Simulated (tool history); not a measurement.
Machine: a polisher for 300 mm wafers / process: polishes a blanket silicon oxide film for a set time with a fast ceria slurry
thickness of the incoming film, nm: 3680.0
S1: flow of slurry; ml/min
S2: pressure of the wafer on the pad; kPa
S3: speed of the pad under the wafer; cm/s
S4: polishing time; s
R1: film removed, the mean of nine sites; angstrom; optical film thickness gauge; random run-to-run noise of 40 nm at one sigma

run	day	S1	S2	S3	S4	R1
1	0	295	13.8	116	96	14008
2	0.142	295	13.8	92	96	11177
3	0.296	295	15.2	98	96	13033
4	0.375	295	15.2	84	96	11107
5	0.617	295	15.9	92	96	12764
6	0.662	295	15.9	92	96	12798
7	0.988	295	16.5	98	96	13913
8	1.017	295	16.5	98	96	14021
9	1.204	295	17.2	104	96	15548
10	1.446	295	17.9	110	96	16944
11	1.75	295	18.6	116	96	18843
# day 1.842: slurry nozzle cleaned
12	1.842	295	19.3	120	96	20801

Predict the results of run 13:
13	2.05	295	21.4	136	97	?

{"run 13": {"R1": 25956}}
